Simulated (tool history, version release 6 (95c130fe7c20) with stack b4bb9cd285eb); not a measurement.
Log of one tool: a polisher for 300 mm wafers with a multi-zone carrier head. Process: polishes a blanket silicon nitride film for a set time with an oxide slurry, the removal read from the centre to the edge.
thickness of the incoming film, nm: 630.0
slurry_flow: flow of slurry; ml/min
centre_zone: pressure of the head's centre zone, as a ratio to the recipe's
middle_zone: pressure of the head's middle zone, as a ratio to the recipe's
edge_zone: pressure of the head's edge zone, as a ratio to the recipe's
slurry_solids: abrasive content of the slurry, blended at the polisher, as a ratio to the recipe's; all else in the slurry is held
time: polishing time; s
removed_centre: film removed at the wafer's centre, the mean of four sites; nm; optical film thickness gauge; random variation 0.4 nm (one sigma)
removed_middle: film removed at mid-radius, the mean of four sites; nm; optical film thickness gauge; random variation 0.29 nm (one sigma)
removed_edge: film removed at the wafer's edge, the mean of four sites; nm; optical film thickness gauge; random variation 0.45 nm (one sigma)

run,hour,slurry_flow,centre_zone,middle_zone,edge_zone,slurry_solids,time,removed_centre,removed_middle,removed_edge
1,0,290,1,1,1,1,75,60.201,60.381,59.947
2,2,290,1,1,1.07,1,75,59.287,59.97,62.319
3,4.6,290,1,1,1.07,1,68,53.637,54.626,57.217
4,12.2,290,1,0.96,1.07,1,68,54.154,52.479,55.787
5,17.8,290,1.04,0.96,1.07,1,68,55.961,52.897,55.733
6,24,285,1.01,0.93,1.04,0.9,68,50.645,47.749,52.987

Run 7 comes next. What will it give?
7,25.9,295,1.01,0.92,0.99,0.85,67,?,?,?

{"run 7": {"removed_centre": 48.703, "removed_middle": 45.546, "removed_edge": 48.882}}

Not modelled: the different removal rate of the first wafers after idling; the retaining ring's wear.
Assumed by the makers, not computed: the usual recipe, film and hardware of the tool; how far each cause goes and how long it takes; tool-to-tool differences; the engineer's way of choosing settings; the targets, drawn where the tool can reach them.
